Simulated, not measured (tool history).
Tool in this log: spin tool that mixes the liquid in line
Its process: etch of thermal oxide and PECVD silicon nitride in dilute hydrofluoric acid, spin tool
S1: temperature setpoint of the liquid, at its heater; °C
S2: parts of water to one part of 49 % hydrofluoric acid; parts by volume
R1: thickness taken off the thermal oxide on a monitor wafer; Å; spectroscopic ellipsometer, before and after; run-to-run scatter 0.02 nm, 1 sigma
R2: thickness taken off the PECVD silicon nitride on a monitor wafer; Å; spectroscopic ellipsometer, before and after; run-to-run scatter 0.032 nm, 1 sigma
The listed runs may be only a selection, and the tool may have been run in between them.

Run 1, day 0: S1 21 °C, S2 100 parts by volume, time under the liquid (s) 180. Result: R1 72.738 Å, R2 73.341 Å.
Run 2, day 0.238: S1 21 °C, S2 85 parts by volume, time under the liquid (s) 180. Result: R1 87.403 Å, R2 87.031 Å.
Run 3, day 0.433: S1 21 °C, S2 110 parts by volume, time under the liquid (s) 180. Result: R1 65.748 Å, R2 67.574 Å.
Run 4, day 0.542: S1 20.5 °C, S2 125 parts by volume, time under the liquid (s) 180. Result: R1 55.023 Å, R2 58.139 Å.
Run 5, day 0.821: S1 20.5 °C, S2 125 parts by volume, time under the liquid (s) 140. Result: R1 43 Å, R2 45.021 Å.
Run 6, day 1.062: S1 20.5 °C, S2 130 parts by volume, time under the liquid (s) 145. Result: R1 42.795 Å, R2 45.224 Å.
Run 7, day 1.429: S1 20.5 °C, S2 135 parts by volume, time under the liquid (s) 150. Result: R1 41.841 Å, R2 44.868 Å.
Run 8, day 1.546: S1 20 °C, S2 140 parts by volume, time under the liquid (s) 150. Result: R1 39.304 Å, R2 42.156 Å.

For run 9, what comes out?
Run 9, day 1.704: S1 20 °C, S2 145 parts by volume, time under the liquid (s) 150. Result: R1 ?, R2 ?.

R1: 38.562 Å
R2: 40.507 Å
